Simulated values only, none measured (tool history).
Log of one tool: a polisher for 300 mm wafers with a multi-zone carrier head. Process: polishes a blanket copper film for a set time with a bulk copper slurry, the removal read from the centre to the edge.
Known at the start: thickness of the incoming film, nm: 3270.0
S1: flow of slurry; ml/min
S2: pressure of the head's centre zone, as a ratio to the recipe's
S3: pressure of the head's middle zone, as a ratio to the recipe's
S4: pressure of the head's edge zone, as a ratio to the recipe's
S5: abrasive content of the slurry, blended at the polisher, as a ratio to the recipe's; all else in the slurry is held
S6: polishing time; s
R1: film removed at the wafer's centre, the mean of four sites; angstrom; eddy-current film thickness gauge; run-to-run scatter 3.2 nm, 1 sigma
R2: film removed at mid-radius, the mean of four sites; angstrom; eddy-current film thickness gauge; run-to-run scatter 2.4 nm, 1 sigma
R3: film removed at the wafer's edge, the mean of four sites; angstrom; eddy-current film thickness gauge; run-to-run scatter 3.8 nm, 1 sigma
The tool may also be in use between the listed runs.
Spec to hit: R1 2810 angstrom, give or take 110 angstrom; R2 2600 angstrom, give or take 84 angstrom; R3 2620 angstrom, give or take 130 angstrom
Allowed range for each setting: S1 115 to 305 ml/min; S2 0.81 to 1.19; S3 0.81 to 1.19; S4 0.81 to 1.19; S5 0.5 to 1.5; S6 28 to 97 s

run,hour,S1,S2,S3,S4,S5,S6,R1,R2,R3
1,0,195,1,1,1,1,62,5301.5,5128.8,5043.3
2,7,155,1,1,1,1,62,5061.1,4922.1,4946.9
3,7.6,155,1,1,1.04,1,62,5145.4,4920.8,4916
4,11.6,155,1,1,1.04,0.9,55,4408,4302.3,4363.1
5,20.4,155,1,1,1.04,0.9,64,5032.8,4943.1,5165.2
6,22.7,155,1,1,1.04,0.9,77,6169,6078.6,6101.6
7,23.4,150,1.02,1.01,1,0.8,67,5240.9,5119.5,5032.7
8,30,160,1.01,0.92,0.9,0.55,49,3617.8,3234.8,3289.6
9,34.9,160,1,0.91,0.89,0.55,47,3437.9,3146.9,3158.5
10,40.2,160,0.99,0.9,0.88,0.55,45,3289.6,2981.3,3033.9
11,41.2,160,0.98,0.89,0.87,0.55,44,3160.6,2914,3036.2
12,43,160,0.98,0.89,0.86,0.55,43,3122.2,2814.6,2873.5
13,51.7,155,0.97,0.89,0.85,0.55,43,3002.2,2805.9,2840.4
14,53.5,150,0.97,0.89,0.84,0.55,43,2974.9,2806.6,2819.6
15,56.5,145,0.97,0.89,0.83,0.55,43,2909.9,2780.7,2852.7
16,64.6,150,0.97,0.89,0.83,0.55,42,2948.1,2734.8,2782.7

Pick the move, out of 5, that brings all results within their allowed miss; only one does.
A,72.7,125,0.95,0.83,1,0.55,41,?,?,?
B,72.7,170,1.03,0.9,0.83,0.5,40,?,?,?
C,72.7,185,0.94,0.85,0.81,0.65,38,?,?,?
D,72.7,145,0.95,0.86,0.9,0.5,47,?,?,?
E,72.7,160,0.92,1.04,0.87,0.75,38,?,?,?

move,R1,R2,R3
A,2632.8,2441.1,2822.7
B,2971.5,2651.2,2631.4
C,2744.7,2582.6,2625.7
D,3098.4,2924.5,3121.6
E,2678.3,2959.6,2715.7
A: pushes the last run's worst result past its target
B: the furthest-off result lands on target, but another misses its tolerance
C: all results in spec
D: moves away from the targets compared with the last run
E: moves away from the targets compared with the last run
Answer: C
